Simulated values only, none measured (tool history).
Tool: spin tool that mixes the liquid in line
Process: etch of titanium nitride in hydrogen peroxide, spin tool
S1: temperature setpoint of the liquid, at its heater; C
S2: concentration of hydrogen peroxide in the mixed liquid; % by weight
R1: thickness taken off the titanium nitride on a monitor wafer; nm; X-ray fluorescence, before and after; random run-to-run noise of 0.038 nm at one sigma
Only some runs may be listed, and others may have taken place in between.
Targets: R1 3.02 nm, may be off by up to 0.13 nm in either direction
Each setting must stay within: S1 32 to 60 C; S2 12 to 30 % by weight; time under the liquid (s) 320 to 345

run 1 hour=0 | S1=44 S2=22 time_under_the_liquid_(s)=320 | R1=4.9477
run 2 hour=5.5 | S1=42 S2=22 time_under_the_liquid_(s)=320 | R1=4.2791
run 3 hour=8 | S1=42 S2=20 time_under_the_liquid_(s)=320 | R1=4.1159
run 4 hour=11.5 | S1=41 S2=20 time_under_the_liquid_(s)=320 | R1=3.8686
run 5 hour=18.6 | S1=47 S2=20 time_under_the_liquid_(s)=320 | R1=6.1643
run 6 hour=21.1 | S1=44.5 S2=20 time_under_the_liquid_(s)=320 | R1=5.0508
run 7 hour=22.7 | S1=42.5 S2=20 time_under_the_liquid_(s)=320 | R1=4.2585
run 8 hour=28.5 | S1=41.5 S2=20 time_under_the_liquid_(s)=320 | R1=4.005
run 9 hour=36 | S1=40.5 S2=20 time_under_the_liquid_(s)=320 | R1=3.7421
run 10 hour=40.4 | S1=39.5 S2=20 time_under_the_liquid_(s)=320 | R1=3.3528
run 11 hour=43 | S1=39 S2=20 time_under_the_liquid_(s)=320 | R1=3.2297
run 12 hour=48.5 | S1=38.5 S2=20 time_under_the_liquid_(s)=320 | R1=3.1691
-- hour=51.7 heated supply line repaired
run 13 hour=51.7 | S1=38 S2=20 time_under_the_liquid_(s)=320 | R1=3.611
run 14 hour=53.9 | S1=34.5 S2=20 time_under_the_liquid_(s)=320 | R1=2.681
run 15 hour=61.2 | S1=35 S2=20 time_under_the_liquid_(s)=320 | R1=2.711

Which one of the following 4 next-run settings gets every result inside its allowed miss? There is exactly one.
run A hour=68.5 | S1=35.5 S2=17 time_under_the_liquid_(s)=345 | R1=?
run B hour=68.5 | S1=34.5 S2=23.5 time_under_the_liquid_(s)=320 | R1=?
run C hour=68.5 | S1=34 S2=17.5 time_under_the_liquid_(s)=335 | R1=?
run D hour=68.5 | S1=32 S2=23 time_under_the_liquid_(s)=320 | R1=?

move=A R1=3.0088
move=B R1=2.7629
move=C R1=2.6089
move=D R1=2.2496
A: each result inside its tolerance
B: closes in on the targets versus the last run, not all within tolerance yet
C: lands further from the targets than the last run did
D: lands further from the targets than the last run did
So the answer is move A, the one that meets all the targets.
